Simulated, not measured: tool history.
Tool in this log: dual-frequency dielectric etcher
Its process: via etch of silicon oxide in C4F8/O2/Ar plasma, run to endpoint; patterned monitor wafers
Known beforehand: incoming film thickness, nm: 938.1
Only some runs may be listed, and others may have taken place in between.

run 1 hour=0.0 | source_power_(kW)=1.620 bias_power_(kW)=2.838 | endpoint_time_(s)=175.14
run 2 hour=4.6 | source_power_(kW)=1.620 bias_power_(kW)=2.655 | endpoint_time_(s)=178.90
run 3 hour=13.3 | source_power_(kW)=1.450 bias_power_(kW)=2.396 | endpoint_time_(s)=196.08
run 4 hour=18.1 | source_power_(kW)=1.580 bias_power_(kW)=2.396 | endpoint_time_(s)=189.30
run 5 hour=24.1 | source_power_(kW)=1.290 bias_power_(kW)=2.396 | endpoint_time_(s)=209.47
run 6 hour=27.2 | source_power_(kW)=1.290 bias_power_(kW)=2.176 | endpoint_time_(s)=216.08

Run 7 has not been measured yet. What should we expect?
run 7 hour=33.1 | source_power_(kW)=1.230 bias_power_(kW)=2.168 | endpoint_time_(s)=?

{"run 7": {"endpoint time (s)": 223.74}}
